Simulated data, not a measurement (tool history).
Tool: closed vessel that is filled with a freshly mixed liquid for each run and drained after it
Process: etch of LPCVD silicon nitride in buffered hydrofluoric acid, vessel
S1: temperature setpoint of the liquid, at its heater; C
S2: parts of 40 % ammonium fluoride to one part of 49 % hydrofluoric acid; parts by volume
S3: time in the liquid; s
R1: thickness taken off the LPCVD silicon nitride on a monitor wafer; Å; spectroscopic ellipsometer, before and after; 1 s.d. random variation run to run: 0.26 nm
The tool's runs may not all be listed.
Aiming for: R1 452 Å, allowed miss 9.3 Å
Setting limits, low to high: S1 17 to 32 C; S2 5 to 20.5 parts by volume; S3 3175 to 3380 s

run 1 hour=0 | S1=25 S2=12.5 S3=3175 | R1=375.72
run 2 hour=7.9 | S1=25 S2=12.5 S3=3175 | R1=373.41
run 3 hour=15.9 | S1=21.5 S2=12.5 S3=3175 | R1=306.3
run 4 hour=19.2 | S1=23.5 S2=12.5 S3=3175 | R1=342.16
run 5 hour=27.9 | S1=25 S2=12.5 S3=3175 | R1=372.36
run 6 hour=33.8 | S1=23 S2=12.5 S3=3175 | R1=334.27
run 7 hour=39.9 | S1=24.5 S2=12.5 S3=3175 | R1=360.9
run 8 hour=41.5 | S1=25.5 S2=12.5 S3=3175 | R1=384.69
run 9 hour=46.6 | S1=26.5 S2=12.5 S3=3175 | R1=404.58
run 10 hour=49.2 | S1=27 S2=12.5 S3=3175 | R1=413.3
run 11 hour=51.1 | S1=27.5 S2=12.5 S3=3175 | R1=424.68
run 12 hour=54.8 | S1=28 S2=12.5 S3=3175 | R1=438.02

Exactly one of the 4 candidate moves below puts every result within its allowed miss. Which one?
run A hour=58.5 | S1=28.5 S2=12 S3=3290 | R1=?
run B hour=58.5 | S1=27 S2=13 S3=3340 | R1=?
run C hour=58.5 | S1=25 S2=11.5 S3=3185 | R1=?
run D hour=58.5 | S1=23.5 S2=9.5 S3=3280 | R1=?

move=A R1=486.1
move=B R1=421.31
move=C R1=406.65
move=D R1=456.75
A: takes the result that was furthest off past its target
B: moves away from the targets compared with the last run
C: moves away from the targets compared with the last run
D: hits every target within its allowed miss
The right move is D.
